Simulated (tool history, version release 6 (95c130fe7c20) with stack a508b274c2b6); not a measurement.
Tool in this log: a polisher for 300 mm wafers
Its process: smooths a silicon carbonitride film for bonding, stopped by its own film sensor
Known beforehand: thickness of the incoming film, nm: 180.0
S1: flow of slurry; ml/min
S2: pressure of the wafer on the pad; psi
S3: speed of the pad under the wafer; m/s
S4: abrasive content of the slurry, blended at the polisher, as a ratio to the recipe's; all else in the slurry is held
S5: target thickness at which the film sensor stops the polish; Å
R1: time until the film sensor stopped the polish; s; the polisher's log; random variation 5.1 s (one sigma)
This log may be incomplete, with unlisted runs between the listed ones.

run,hour,S1,S2,S3,S4,S5,R1
1,0,215,1.9,0.72,1,1480,161.77
2,2,215,1.6,0.6,1,1480,221.91
3,2.7,215,1.4,0.54,1,1480,273.11
4,8.3,215,1.2,0.5,1,1480,339.78
5,13.8,215,1.2,0.62,1,1480,283.08
6,16.7,215,1.1,0.56,1,1480,331.55

For run 7, what comes out?
7,21.8,215,1,0.54,1,1480,?

Run 7 yielded R1 372.72 s.
